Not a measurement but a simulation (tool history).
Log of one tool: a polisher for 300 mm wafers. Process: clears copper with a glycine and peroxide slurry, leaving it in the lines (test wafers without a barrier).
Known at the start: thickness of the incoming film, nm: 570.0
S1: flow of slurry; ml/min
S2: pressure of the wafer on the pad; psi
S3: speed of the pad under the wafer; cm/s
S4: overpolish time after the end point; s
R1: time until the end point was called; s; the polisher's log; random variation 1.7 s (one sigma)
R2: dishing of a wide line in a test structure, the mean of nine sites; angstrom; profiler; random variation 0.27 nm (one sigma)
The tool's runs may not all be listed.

| run | day | S1 | S2 | S3 | S4 | R1 | R2 |
|---|---|---|---|---|---|---|---|
| 1 | 0 | 255 | 3.2 | 100 | 26 | 94.887 | 623.37 |
| 2 | 0.029 | 255 | 3.2 | 88 | 26 | 108.1 | 606.41 |
| 3 | 0.246 | 225 | 2.7 | 92 | 21 | 116.23 | 523.92 |
| 4 | 0.567 | 225 | 2.7 | 92 | 31 | 114.48 | 651.07 |
| 5 | 0.921 | 275 | 2.3 | 92 | 25 | 122.8 | 548.04 |
| 6 | 1.108 | 275 | 1.8 | 92 | 25 | 140.27 | 522.73 |
| 7 | 1.317 | 310 | 1.7 | 90 | 20 | 148.06 | 442.55 |

The next listed run, before its measurement:
| 8 | 1.604 | 335 | 1.6 | 92 | 17 | ? | ? |

Run 8 gave R1 144.1 s, R2 399.79 angstrom.

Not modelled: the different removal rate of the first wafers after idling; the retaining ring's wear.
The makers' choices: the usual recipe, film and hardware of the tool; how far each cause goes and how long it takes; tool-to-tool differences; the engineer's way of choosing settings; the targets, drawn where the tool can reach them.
